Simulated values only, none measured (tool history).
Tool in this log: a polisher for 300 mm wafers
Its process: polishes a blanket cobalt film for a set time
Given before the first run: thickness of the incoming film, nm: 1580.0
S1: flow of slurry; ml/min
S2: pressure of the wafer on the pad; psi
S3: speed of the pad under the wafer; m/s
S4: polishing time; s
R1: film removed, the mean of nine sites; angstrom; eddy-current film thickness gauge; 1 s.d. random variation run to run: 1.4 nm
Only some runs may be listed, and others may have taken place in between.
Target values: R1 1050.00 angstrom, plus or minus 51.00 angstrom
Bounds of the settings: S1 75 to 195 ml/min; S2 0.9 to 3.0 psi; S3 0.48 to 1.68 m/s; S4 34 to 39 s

run	hour	S1	S2	S3	S4	R1
1	0.0	125	1.9	1.08	39	1493.60
2	6.3	125	1.8	1.08	39	1410.10
3	11.2	125	1.7	1.08	39	1335.80
4	15.8	140	1.7	1.08	39	1380.60
5	24.3	135	1.6	1.08	39	1299.40
6	28.5	130	1.5	1.08	39	1162.70
7	32.5	125	1.5	1.08	39	1174.90
8	41.4	125	1.5	1.08	39	1177.40
9	45.8	120	1.5	1.08	39	1177.00

Which one of the following 5 next-run settings gets every result inside its allowed miss? There is exactly one.
A	50.2	130	2.0	0.74	38	?
B	50.2	115	1.9	1.08	38	?
C	50.2	140	1.5	1.08	38	?
D	50.2	105	1.3	0.98	39	?
E	50.2	130	1.8	0.98	37	?

move	R1
A	1073.60
B	1433.10
C	1187.00
D	909.31
E	1236.70
A: hits every target within its allowed miss
B: further off than the last run
C: further off than the last run
D: moves the result that the last run missed by most past its target, out the other side
E: further off than the last run
Answer: A
